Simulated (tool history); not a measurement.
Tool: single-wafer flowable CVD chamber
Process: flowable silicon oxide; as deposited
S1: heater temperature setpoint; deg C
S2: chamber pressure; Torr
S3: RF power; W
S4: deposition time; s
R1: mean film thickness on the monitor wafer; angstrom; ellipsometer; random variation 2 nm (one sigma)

run	hour	S1	S2	S3	S4	R1
1	0.0	110	0.914	1980	559	2788.6
2	1.3	108	0.915	1980	559	2984.6
3	3.7	98	0.915	1980	559	4379.1
4	5.1	99	0.915	1980	559	4226.9
5	5.9	109	0.915	1980	559	2903.2
6	13.8	108	0.915	1980	559	3008.6
7	16.1	108	0.915	1980	559	2989.5
8	24.7	107	0.915	1980	559	3079.9
9	31.1	106	0.915	1980	559	3223.8

The next listed run, before its measurement:
10	38.4	99	0.917	1980	559	?

Run 10 gave R1 4221.6 angstrom.
